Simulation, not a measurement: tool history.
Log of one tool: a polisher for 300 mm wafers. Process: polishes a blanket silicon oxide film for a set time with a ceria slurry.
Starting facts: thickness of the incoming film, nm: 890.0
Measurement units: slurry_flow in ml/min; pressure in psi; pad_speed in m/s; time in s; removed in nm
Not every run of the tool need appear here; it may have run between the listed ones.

{"run": 1, "hour": 0.0, "slurry_flow": 310, "pressure": 2.1, "pad_speed": 0.94, "time": 70, "removed": 152.74}
{"run": 2, "hour": 7.8, "slurry_flow": 240, "pressure": 2.1, "pad_speed": 0.94, "time": 70, "removed": 146.39}
{"run": 3, "hour": 14.8, "slurry_flow": 245, "pressure": 2.2, "pad_speed": 0.94, "time": 70, "removed": 153.51}
{"run": 4, "hour": 23.1, "slurry_flow": 245, "pressure": 2, "pad_speed": 0.94, "time": 70, "removed": 136.47}
{"run": 5, "hour": 28.1, "slurry_flow": 245, "pressure": 2, "pad_speed": 0.72, "time": 70, "removed": 110.27}
{"run": 6, "hour": 33.9, "slurry_flow": 255, "pressure": 2.2, "pad_speed": 0.72, "time": 70, "removed": 117.96}

The next listed run, before its measurement:
{"run": 7, "hour": 42.4, "slurry_flow": 260, "pressure": 2.4, "pad_speed": 0.74, "time": 70, "removed": "?"}

removed: 134.77 nm

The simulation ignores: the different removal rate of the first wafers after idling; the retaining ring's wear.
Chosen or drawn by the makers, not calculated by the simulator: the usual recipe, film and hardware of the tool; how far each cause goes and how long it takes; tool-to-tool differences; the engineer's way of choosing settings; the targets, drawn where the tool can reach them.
